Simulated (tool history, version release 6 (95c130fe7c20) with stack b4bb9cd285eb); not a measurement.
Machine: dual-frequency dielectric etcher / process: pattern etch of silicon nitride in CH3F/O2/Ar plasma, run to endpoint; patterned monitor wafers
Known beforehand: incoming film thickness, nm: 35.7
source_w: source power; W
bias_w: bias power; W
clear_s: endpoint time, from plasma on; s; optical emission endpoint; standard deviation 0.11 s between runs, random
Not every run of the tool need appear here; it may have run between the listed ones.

run 1 day=0.000 | source_w=450 bias_w=90 | clear_s=40.581
run 2 day=0.221 | source_w=380 bias_w=90 | clear_s=42.871
run 3 day=0.517 | source_w=430 bias_w=90 | clear_s=41.033
run 4 day=0.750 | source_w=430 bias_w=81 | clear_s=43.626
run 5 day=0.771 | source_w=460 bias_w=81 | clear_s=42.489
run 6 day=1.142 | source_w=460 bias_w=66 | clear_s=48.554
run 7 day=1.204 | source_w=500 bias_w=73 | clear_s=44.085
run 8 day=1.408 | source_w=530 bias_w=78 | clear_s=41.231

Run 9, settings as shown, results not yet in. Your forecast:
run 9 day=1.762 | source_w=550 bias_w=81 | clear_s=?

Run 9 produced clear_s 40.086 s.

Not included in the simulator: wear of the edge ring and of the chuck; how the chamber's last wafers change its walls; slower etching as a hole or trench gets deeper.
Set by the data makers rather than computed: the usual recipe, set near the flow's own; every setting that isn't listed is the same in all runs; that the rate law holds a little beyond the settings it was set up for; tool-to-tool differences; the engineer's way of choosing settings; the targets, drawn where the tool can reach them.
